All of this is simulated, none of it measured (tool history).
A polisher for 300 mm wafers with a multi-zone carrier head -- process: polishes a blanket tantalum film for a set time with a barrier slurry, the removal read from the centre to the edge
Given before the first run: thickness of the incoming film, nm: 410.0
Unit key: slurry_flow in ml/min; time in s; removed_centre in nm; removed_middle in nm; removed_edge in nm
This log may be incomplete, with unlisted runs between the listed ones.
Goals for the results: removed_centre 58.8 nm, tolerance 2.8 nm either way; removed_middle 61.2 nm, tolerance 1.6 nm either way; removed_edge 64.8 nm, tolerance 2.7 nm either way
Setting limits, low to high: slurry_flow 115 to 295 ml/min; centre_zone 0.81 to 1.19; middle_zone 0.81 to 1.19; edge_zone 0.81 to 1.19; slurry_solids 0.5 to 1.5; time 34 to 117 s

run  hour  slurry_flow  centre_zone  middle_zone  edge_zone  slurry_solids  time  removed_centre  removed_middle  removed_edge
  1     0          190            1            1          1              1    75          78.147          77.247         73.66
  2   6.2          190         1.07            1          1              1    75          81.135          77.754        76.992
  3  11.9          190         1.07            1       1.08              1    75          83.407           76.97        78.097
  4  13.9          180         1.03         0.99       1.08           0.95    75          75.974          74.529        77.421
  5  15.8          180         1.01         0.97       1.06            0.9    75          74.448          72.143        74.311
  6  24.1          155         1.01         0.97       1.06            0.9    75          73.824          71.676        72.612
  7  31.1          155         0.99         0.96       1.06           0.85    75          71.428          69.725        73.356
  8  32.6          155         0.97         0.95       1.05            0.8    75          68.474          67.171        71.374
  9  37.8          155         0.96         0.95       1.04            0.8    75          67.063          66.742        72.336
 10  46.6          150         0.95         0.95       1.03            0.8    75          65.669           68.08        69.326
 11  49.1          150         0.94         0.94       1.02            0.8    75          66.075          67.562        70.901
 12  51.6          145         0.94         0.94       1.01            0.8    75          65.589          66.244        68.761
 13  52.7          145         0.93         0.93          1            0.8    75          64.387          66.302        70.461

Exercise: of the 5 proposed moves below, exactly one satisfies all targets within the stated allowed misses. Which move is it?
  A  53.8          115         0.81         1.15       0.96           0.85    77               ?               ?             ?
  B  53.8          125         0.93         0.95       1.01            0.8    83               ?               ?             ?
  C  53.8          160         0.82         1.06       0.91            0.7    72               ?               ?             ?
  D  53.8          150         0.92         0.94       1.02            0.7    71               ?               ?             ?
  E  53.8          140         0.93         1.03       0.96            0.9    66               ?               ?             ?

move  removed_centre  removed_middle  removed_edge
   A          57.495          78.782        68.524
   B          71.076          73.325        74.953
   C          54.537          68.956        61.698
   D           59.72          61.587        63.177
   E          59.627          65.119        61.121
A: its largest miss is bigger than the last run's
B: its largest miss is bigger than the last run's
C: its largest miss is bigger than the last run's
D: every result within its allowed miss
E: nearer the targets than the last run, but a result is still out of spec
Answer: D

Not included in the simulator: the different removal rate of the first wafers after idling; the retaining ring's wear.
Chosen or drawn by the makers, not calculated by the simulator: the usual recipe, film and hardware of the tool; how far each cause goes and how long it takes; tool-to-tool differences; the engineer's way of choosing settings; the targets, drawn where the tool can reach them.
